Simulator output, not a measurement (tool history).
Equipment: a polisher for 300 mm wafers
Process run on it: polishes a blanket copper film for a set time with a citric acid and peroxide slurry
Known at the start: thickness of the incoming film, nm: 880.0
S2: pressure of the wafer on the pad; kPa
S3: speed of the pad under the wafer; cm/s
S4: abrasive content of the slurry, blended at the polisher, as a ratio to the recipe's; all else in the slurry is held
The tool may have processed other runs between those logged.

Run 1, hour 0.0: flow of slurry (ml/min) 215, S2 29.0 kPa, S3 92 cm/s, S4 1.00, polishing time (s) 41. Result: film removed (Å) 1107.7.
Run 2, hour 8.0: flow of slurry (ml/min) 220, S2 30.3 kPa, S3 92 cm/s, S4 1.00, polishing time (s) 41. Result: film removed (Å) 1156.0.
Run 3, hour 8.7: flow of slurry (ml/min) 220, S2 30.3 kPa, S3 92 cm/s, S4 1.15, polishing time (s) 41. Result: film removed (Å) 1172.3.
Run 4, hour 17.2: flow of slurry (ml/min) 255, S2 30.3 kPa, S3 92 cm/s, S4 1.15, polishing time (s) 41. Result: film removed (Å) 1198.9.
Run 5, hour 25.4: flow of slurry (ml/min) 255, S2 31.7 kPa, S3 92 cm/s, S4 1.15, polishing time (s) 41. Result: film removed (Å) 1235.6.
Run 6, hour 27.9: flow of slurry (ml/min) 255, S2 33.1 kPa, S3 92 cm/s, S4 1.15, polishing time (s) 41. Result: film removed (Å) 1285.1.
Run 7, hour 34.9: flow of slurry (ml/min) 285, S2 41.4 kPa, S3 92 cm/s, S4 1.15, polishing time (s) 41. Result: film removed (Å) 1529.4.
Run 8, hour 43.1: flow of slurry (ml/min) 285, S2 41.4 kPa, S3 92 cm/s, S4 1.15, polishing time (s) 41. Result: film removed (Å) 1519.3.
Run 9, hour 48.4: flow of slurry (ml/min) 285, S2 42.1 kPa, S3 92 cm/s, S4 1.15, polishing time (s) 41. Result: film removed (Å) 1543.3.
Run 10, hour 51.8: flow of slurry (ml/min) 285, S2 42.7 kPa, S3 92 cm/s, S4 1.15, polishing time (s) 41. Result: film removed (Å) 1585.7.

Run 11 comes next. What will it give?
Run 11, hour 59.9: flow of slurry (ml/min) 285, S2 44.1 kPa, S3 96 cm/s, S4 1.15, polishing time (s) 41. Result: film removed (Å) ?.

film removed (Å): 1650.1
